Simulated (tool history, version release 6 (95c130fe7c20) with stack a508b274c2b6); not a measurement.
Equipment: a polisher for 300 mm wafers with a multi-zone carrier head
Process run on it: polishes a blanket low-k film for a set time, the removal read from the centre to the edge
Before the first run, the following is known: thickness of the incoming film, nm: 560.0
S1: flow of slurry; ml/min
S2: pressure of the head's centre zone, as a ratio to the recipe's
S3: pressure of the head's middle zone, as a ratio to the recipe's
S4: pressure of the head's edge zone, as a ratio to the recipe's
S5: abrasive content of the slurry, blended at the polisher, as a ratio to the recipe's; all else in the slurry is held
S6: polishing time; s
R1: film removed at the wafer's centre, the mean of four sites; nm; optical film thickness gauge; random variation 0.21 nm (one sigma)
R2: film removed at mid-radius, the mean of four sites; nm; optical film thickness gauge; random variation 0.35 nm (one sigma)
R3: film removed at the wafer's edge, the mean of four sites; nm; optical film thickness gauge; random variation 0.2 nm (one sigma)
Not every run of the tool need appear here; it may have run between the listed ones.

run	hour	S1	S2	S3	S4	S5	S6	R1	R2	R3
1	0	185	1	1	1	1	88	35.794	35.478	36.218
2	7.7	180	0.98	1	0.97	0.9	87	32.74	33.51	33.5
3	15.1	175	0.96	0.99	0.95	0.8	87	30.596	30.631	30.919
4	15.8	170	0.93	0.99	0.93	0.75	87	28.041	29.643	29.798
5	18.4	170	0.93	1.04	0.93	0.75	87	28.372	31.791	29.722
6	26.8	170	0.93	0.98	0.93	0.75	87	28.352	29.904	29.97
7	28.8	140	0.87	0.97	0.83	0.5	86	20.131	21.813	21.534
8	32.7	160	0.87	0.97	0.84	0.5	86	20.332	22.639	21.905
9	37.2	170	0.88	0.97	0.87	0.5	86	20.927	23.339	22.446
10	42.2	175	0.89	0.97	0.9	0.5	86	20.785	23.193	22.926
11	45.8	225	0.97	1.04	0.95	0.6	86	26.794	28.412	27.032
12	51.1	225	0.95	1.03	0.94	0.6	86	25.889	27.329	26.733
13	56.3	225	0.95	1.03	0.94	0.6	86	26.054	27.442	27.099
14	60.2	215	0.94	1.02	0.93	0.6	86	25.52	27.907	26.693
15	61.8	205	0.93	1.01	0.92	0.6	86	25.143	26.744	26.16
16	62.9	200	0.92	1.01	0.92	0.6	86	24.512	26.937	26.148
17	68.6	200	0.92	1.01	0.92	0.6	86	25.181	26.288	26.391
18	75.2	190	0.92	1.01	0.92	0.6	86	24.762	27.602	26.09
19	76.7	190	0.92	1	0.92	0.6	86	24.744	27.381	26.198
20	84.8	185	0.92	0.99	0.92	0.6	86	24.663	26.285	26.133

The next listed run, before its measurement:
21	87.6	185	0.92	0.99	0.91	0.6	86	?	?	?

{"run 21": {"R1": 24.619, "R2": 25.902, "R3": 25.844}}
